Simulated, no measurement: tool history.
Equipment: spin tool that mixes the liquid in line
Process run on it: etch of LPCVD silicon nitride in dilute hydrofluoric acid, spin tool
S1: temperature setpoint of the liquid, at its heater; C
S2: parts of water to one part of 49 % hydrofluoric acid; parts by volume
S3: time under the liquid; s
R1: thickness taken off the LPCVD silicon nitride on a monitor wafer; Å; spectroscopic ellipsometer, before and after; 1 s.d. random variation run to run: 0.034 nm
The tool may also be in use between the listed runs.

Run 1, hour 0.0: S1 23.0 C, S2 80 parts by volume, S3 280 s. Result: R1 17.410 Å.
Run 2, hour 3.7: S1 23.0 C, S2 60 parts by volume, S3 280 s. Result: R1 22.993 Å.
Run 3, hour 5.8: S1 26.0 C, S2 60 parts by volume, S3 280 s. Result: R1 29.060 Å.
Run 4, hour 7.0: S1 25.5 C, S2 65 parts by volume, S3 280 s. Result: R1 25.529 Å.
Run 5, hour 12.6: S1 23.5 C, S2 65 parts by volume, S3 280 s. Result: R1 22.440 Å.
Run 6, hour 18.2: S1 23.5 C, S2 45 parts by volume, S3 280 s. Result: R1 29.879 Å.
Run 7, hour 24.5: S1 23.0 C, S2 50 parts by volume, S3 280 s. Result: R1 28.260 Å.

Estimate the outcome of run 8 from the log above:
Run 8, hour 28.3: S1 22.5 C, S2 55 parts by volume, S3 280 s. Result: R1 ?.

Run 8 came out at R1 24.956 Å.
